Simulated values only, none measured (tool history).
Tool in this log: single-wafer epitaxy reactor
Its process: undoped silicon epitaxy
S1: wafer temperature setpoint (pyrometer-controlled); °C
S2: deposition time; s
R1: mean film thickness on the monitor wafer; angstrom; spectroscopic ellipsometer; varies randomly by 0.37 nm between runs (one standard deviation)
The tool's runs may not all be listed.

| run | day | S1 | S2 | R1 |
|---|---|---|---|---|
| 1 | 0.000 | 670 | 530 | 1205.20 |
| 2 | 0.250 | 665 | 529 | 1108.00 |
| 3 | 0.562 | 661 | 528 | 1018.20 |
| 4 | 0.621 | 658 | 527 | 963.04 |
| 5 | 0.792 | 664 | 527 | 1076.20 |
| 6 | 1.012 | 661 | 526 | 1021.20 |
| 7 | 1.192 | 658 | 525 | 961.92 |
| 8 | 1.362 | 656 | 524 | 927.84 |
| 9 | 1.650 | 655 | 524 | 904.37 |

Predict the results of run 10:
| 10 | 1.871 | 654 | 524 | ? |

R1: 885.04 angstrom
